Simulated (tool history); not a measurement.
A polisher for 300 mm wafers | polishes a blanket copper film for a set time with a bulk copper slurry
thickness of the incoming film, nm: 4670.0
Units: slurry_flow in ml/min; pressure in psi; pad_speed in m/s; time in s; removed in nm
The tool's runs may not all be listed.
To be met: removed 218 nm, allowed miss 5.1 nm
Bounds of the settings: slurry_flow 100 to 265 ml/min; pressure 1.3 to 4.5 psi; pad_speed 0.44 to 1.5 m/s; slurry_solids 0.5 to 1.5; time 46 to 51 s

{"run": 1, "day": 0.0, "slurry_flow": 170, "pressure": 2.9, "pad_speed": 0.96, "slurry_solids": 1, "time": 51, "removed": 427.54}
{"run": 2, "day": 0.204, "slurry_flow": 170, "pressure": 2.9, "pad_speed": 0.96, "slurry_solids": 1, "time": 51, "removed": 425.61}
{"run": 3, "day": 0.321, "slurry_flow": 170, "pressure": 2.2, "pad_speed": 0.96, "slurry_solids": 1, "time": 51, "removed": 361}
{"run": 4, "day": 0.608, "slurry_flow": 165, "pressure": 2, "pad_speed": 0.9, "slurry_solids": 1, "time": 51, "removed": 314.08}
{"run": 5, "day": 0.688, "slurry_flow": 155, "pressure": 1.8, "pad_speed": 0.88, "slurry_solids": 1, "time": 51, "removed": 288.31}
{"run": 6, "day": 0.971, "slurry_flow": 155, "pressure": 1.8, "pad_speed": 0.88, "slurry_solids": 1.1, "time": 51, "removed": 298.71}
{"run": 7, "day": 1.346, "slurry_flow": 150, "pressure": 1.7, "pad_speed": 0.84, "slurry_solids": 1.1, "time": 51, "removed": 270.7}
{"run": 8, "day": 1.612, "slurry_flow": 145, "pressure": 1.6, "pad_speed": 0.82, "slurry_solids": 1.1, "time": 51, "removed": 257.99}
{"run": 9, "day": 1.867, "slurry_flow": 140, "pressure": 1.5, "pad_speed": 0.8, "slurry_solids": 1.1, "time": 51, "removed": 236.98}
{"run": 10, "day": 2.112, "slurry_flow": 135, "pressure": 1.5, "pad_speed": 0.8, "slurry_solids": 1.1, "time": 51, "removed": 235.37}
{"run": 11, "day": 2.242, "slurry_flow": 130, "pressure": 1.5, "pad_speed": 0.8, "slurry_solids": 1.1, "time": 51, "removed": 235.8}
{"run": 12, "day": 2.454, "slurry_flow": 125, "pressure": 1.5, "pad_speed": 0.8, "slurry_solids": 1.1, "time": 51, "removed": 233.06}
{"run": 13, "day": 2.775, "slurry_flow": 120, "pressure": 1.5, "pad_speed": 0.8, "slurry_solids": 1.1, "time": 51, "removed": 231.74}
{"run": 14, "day": 2.929, "slurry_flow": 115, "pressure": 1.5, "pad_speed": 0.8, "slurry_solids": 1.1, "time": 51, "removed": 228.5}
{"run": 15, "day": 3.212, "slurry_flow": 110, "pressure": 1.5, "pad_speed": 0.8, "slurry_solids": 1.1, "time": 51, "removed": 225.36}

Which of these 5 next moves meets every target?
{"run": "A", "day": 3.496, "slurry_flow": 100, "pressure": 1.5, "pad_speed": 0.84, "slurry_solids": 1.3, "time": 49, "removed": "?"}
{"run": "B", "day": 3.496, "slurry_flow": 130, "pressure": 1.3, "pad_speed": 0.84, "slurry_solids": 1.15, "time": 50, "removed": "?"}
{"run": "C", "day": 3.496, "slurry_flow": 125, "pressure": 2, "pad_speed": 0.64, "slurry_solids": 1.25, "time": 48, "removed": "?"}
{"run": "D", "day": 3.496, "slurry_flow": 105, "pressure": 1.5, "pad_speed": 0.92, "slurry_solids": 1.1, "time": 46, "removed": "?"}
{"run": "E", "day": 3.496, "slurry_flow": 125, "pressure": 1.3, "pad_speed": 0.86, "slurry_solids": 1.15, "time": 50, "removed": "?"}

move=A removed=229.98
move=B removed=225.66
move=C removed=214.5
move=D removed=227.49
move=E removed=228.73
A: further off than the last run
B: as far off as the last run
C: meets every target
D: further off than the last run
E: further off than the last run
The right move is C.
